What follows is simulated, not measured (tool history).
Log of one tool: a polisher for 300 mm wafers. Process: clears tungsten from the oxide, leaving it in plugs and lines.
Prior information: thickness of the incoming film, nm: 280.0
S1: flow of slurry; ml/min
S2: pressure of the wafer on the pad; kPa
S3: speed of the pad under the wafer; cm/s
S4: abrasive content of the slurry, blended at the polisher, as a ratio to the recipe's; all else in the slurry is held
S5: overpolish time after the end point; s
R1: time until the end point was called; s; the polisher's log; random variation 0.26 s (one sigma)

Run 1, hour 0: S1 260 ml/min, S2 28.3 kPa, S3 106 cm/s, S4 1, S5 44 s. Result: R1 56.27 s.
Run 2, hour 0.7: S1 260 ml/min, S2 28.3 kPa, S3 106 cm/s, S4 1.1, S5 44 s. Result: R1 54.436 s.
Run 3, hour 2.1: S1 260 ml/min, S2 28.3 kPa, S3 106 cm/s, S4 1.3, S5 44 s. Result: R1 50.611 s.
Run 4, hour 6.7: S1 260 ml/min, S2 28.3 kPa, S3 106 cm/s, S4 1.3, S5 44 s. Result: R1 51.545 s.
Run 5, hour 8.3: S1 260 ml/min, S2 33.1 kPa, S3 108 cm/s, S4 1.3, S5 44 s. Result: R1 45.27 s.
Run 6, hour 10.1: S1 230 ml/min, S2 33.1 kPa, S3 108 cm/s, S4 1.3, S5 44 s. Result: R1 45.782 s.
Run 7, hour 13.3: S1 245 ml/min, S2 36.5 kPa, S3 114 cm/s, S4 1.3, S5 44 s. Result: R1 40.311 s.

The next listed run, before its measurement:
Run 8, hour 17.6: S1 250 ml/min, S2 38.6 kPa, S3 120 cm/s, S4 1.3, S5 44 s. Result: R1 ?.

R1: 36.529 s
